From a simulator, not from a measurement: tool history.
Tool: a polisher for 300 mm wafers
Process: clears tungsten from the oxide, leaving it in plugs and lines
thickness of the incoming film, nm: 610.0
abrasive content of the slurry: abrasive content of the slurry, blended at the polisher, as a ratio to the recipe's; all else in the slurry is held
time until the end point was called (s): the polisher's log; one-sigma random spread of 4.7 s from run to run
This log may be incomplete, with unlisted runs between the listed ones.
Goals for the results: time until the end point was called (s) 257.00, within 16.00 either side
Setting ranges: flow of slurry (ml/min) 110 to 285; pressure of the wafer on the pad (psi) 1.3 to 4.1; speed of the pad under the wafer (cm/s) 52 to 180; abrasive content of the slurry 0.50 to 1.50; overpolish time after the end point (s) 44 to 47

run	hour	flow of slurry (ml/min)	pressure of the wafer on the pad (psi)	speed of the pad under the wafer (cm/s)	abrasive content of the slurry	overpolish time after the end point (s)	time until the end point was called (s)
1	0.0	180	2.7	116	1.00	44	151.09
2	3.2	180	2.5	116	1.00	44	161.69
3	6.4	180	2.5	116	1.00	47	166.02
4	8.0	180	2.3	114	1.00	47	174.84
5	15.8	180	2.1	112	1.00	47	187.67
6	23.8	225	2.1	112	1.00	47	182.96
# hour 31.7: slurry blender recalibrated
7	31.7	225	1.9	110	1.00	47	190.14
8	32.4	225	1.8	106	1.00	47	201.83
9	41.2	225	1.7	104	1.00	47	214.65

Next run, 4 choices. One meets every target within its allowed miss, the rest don't. Which?
A	50.0	180	1.4	106	0.95	44	?
B	50.0	200	1.8	124	1.00	47	?
C	50.0	255	1.8	94	1.10	46	?
D	50.0	265	2.2	106	1.15	44	?

move	time until the end point was called (s)
A	256.05
B	181.98
C	224.13
D	171.10
A: every result within its allowed miss
B: its largest miss is bigger than the last run's
C: an improvement on the last run, though not all results are within tolerance
D: its largest miss is bigger than the last run's
Move A is the one to make.
